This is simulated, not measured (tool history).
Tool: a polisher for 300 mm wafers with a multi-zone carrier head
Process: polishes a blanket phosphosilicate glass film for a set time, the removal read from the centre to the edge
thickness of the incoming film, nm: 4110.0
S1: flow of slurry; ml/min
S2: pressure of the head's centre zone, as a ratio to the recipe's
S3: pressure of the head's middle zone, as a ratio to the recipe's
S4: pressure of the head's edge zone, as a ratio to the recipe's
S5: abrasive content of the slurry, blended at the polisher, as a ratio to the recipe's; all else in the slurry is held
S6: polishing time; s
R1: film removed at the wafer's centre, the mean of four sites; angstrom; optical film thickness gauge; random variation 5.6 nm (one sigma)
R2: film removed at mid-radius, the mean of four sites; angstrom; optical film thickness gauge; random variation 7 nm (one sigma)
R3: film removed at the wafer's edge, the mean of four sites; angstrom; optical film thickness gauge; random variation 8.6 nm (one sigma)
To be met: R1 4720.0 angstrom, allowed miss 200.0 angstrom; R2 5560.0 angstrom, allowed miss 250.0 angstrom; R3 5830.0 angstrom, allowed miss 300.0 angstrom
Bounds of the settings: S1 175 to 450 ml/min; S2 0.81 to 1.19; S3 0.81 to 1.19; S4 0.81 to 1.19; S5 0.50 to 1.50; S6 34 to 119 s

run,hour,S1,S2,S3,S4,S5,S6,R1,R2,R3
1,0.0,290,1.00,1.00,1.00,1.00,76,7716.8,7635.9,7535.8
2,6.0,290,1.00,1.04,1.00,1.00,76,7794.3,7779.8,7757.4
3,14.3,285,0.98,1.03,1.01,0.95,75,7379.8,7509.0,7673.2
4,15.8,285,0.96,1.03,0.99,0.90,74,6824.2,6996.6,7122.1
5,22.9,285,0.94,1.04,0.98,0.85,74,6600.7,6891.4,6753.5
6,25.6,285,0.94,1.04,0.98,0.70,74,5880.3,6278.2,6279.3
7,33.4,275,0.84,0.99,0.96,0.55,74,4550.6,5394.7,5392.0
8,42.3,275,0.84,0.99,0.97,0.55,74,4524.0,5386.9,5504.8
9,46.4,280,0.86,1.00,1.02,0.60,74,4993.1,5535.6,5809.8

5 next moves are on the table. One of them brings every result within its allowed miss. Which?
A,50.5,255,0.83,1.00,1.05,0.60,74,?,?,?
B,50.5,290,0.92,0.95,1.08,0.65,70,?,?,?
C,50.5,225,1.09,1.15,1.10,0.75,61,?,?,?
D,50.5,285,0.87,0.98,0.92,0.70,69,?,?,?
E,50.5,320,0.91,0.94,1.07,0.65,71,?,?,?

move,R1,R2,R3
A,4592.2,5623.9,5996.8
B,5116.5,5430.0,6083.7
C,5535.1,5717.2,5636.8
D,4953.7,5692.8,5768.2
E,5186.4,5517.6,6187.5
A: meets every target
B: further off than the last run
C: further off than the last run
D: nearer than the last run, and not there yet
E: further off than the last run
The right move is A.
